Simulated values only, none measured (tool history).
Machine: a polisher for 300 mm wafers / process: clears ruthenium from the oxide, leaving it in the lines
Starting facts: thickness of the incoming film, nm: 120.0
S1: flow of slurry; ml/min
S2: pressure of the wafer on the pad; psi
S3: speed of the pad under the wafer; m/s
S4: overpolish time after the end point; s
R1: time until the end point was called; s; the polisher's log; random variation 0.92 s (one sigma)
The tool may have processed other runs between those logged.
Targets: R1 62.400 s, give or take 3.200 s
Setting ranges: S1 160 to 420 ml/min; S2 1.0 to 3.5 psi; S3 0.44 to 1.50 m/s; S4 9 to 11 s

run,hour,S1,S2,S3,S4,R1
1,0.0,270,2.2,0.96,11,113.190
2,4.0,270,2.2,0.96,11,110.570
3,12.3,270,2.4,0.96,11,103.600
4,19.2,270,2.7,0.96,11,95.406
5,20.6,270,2.7,1.08,11,83.363
# hour 26.9: head pressure recalibrated
6,26.9,230,2.7,1.08,11,80.533
7,27.7,230,2.8,1.08,11,80.922
8,31.1,230,2.9,1.10,11,77.432
9,38.6,230,3.0,1.12,11,73.670
10,41.4,230,3.1,1.12,11,70.522
11,44.3,230,3.2,1.12,11,70.543
12,48.1,230,3.2,1.12,11,69.546
13,51.5,230,3.3,1.14,11,66.553

Which single option among these 4 for the next run brings every result within its allowed miss of target? Just one does.
A,54.9,200,3.5,1.34,11,?
B,54.9,245,3.3,1.06,11,?
C,54.9,220,3.5,1.14,11,?
D,54.9,280,3.5,1.22,9,?

move,R1
A,54.041
B,69.564
C,62.471
D,56.895
A: pushes the last run's worst result past its target
B: lands further from the targets than the last run did
C: hits every target within its allowed miss
D: pushes the last run's worst result past its target
Go with C: it meets all targets.
